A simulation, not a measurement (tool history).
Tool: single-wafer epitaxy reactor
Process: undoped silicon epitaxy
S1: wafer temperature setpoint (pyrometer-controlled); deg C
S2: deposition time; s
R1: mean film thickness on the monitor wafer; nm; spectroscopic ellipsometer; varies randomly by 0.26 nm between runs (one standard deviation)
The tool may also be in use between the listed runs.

{"run": 1, "day": 0.0, "S1": 640, "S2": 553, "R1": 81.935}
{"run": 2, "day": 0.375, "S1": 631, "S2": 553, "R1": 68.257}
{"run": 3, "day": 0.708, "S1": 626, "S2": 551, "R1": 61.601}
{"run": 4, "day": 0.742, "S1": 626, "S2": 523, "R1": 58.054}
{"run": 5, "day": 0.992, "S1": 635, "S2": 523, "R1": 69.858}
{"run": 6, "day": 1.117, "S1": 627, "S2": 523, "R1": 59.287}
{"run": 7, "day": 1.292, "S1": 624, "S2": 522, "R1": 55.863}

Run 8, settings as shown, results not yet in. Your forecast:
{"run": 8, "day": 1.542, "S1": 617, "S2": 521, "R1": "?"}

Run 8 measured R1 48.387 nm.

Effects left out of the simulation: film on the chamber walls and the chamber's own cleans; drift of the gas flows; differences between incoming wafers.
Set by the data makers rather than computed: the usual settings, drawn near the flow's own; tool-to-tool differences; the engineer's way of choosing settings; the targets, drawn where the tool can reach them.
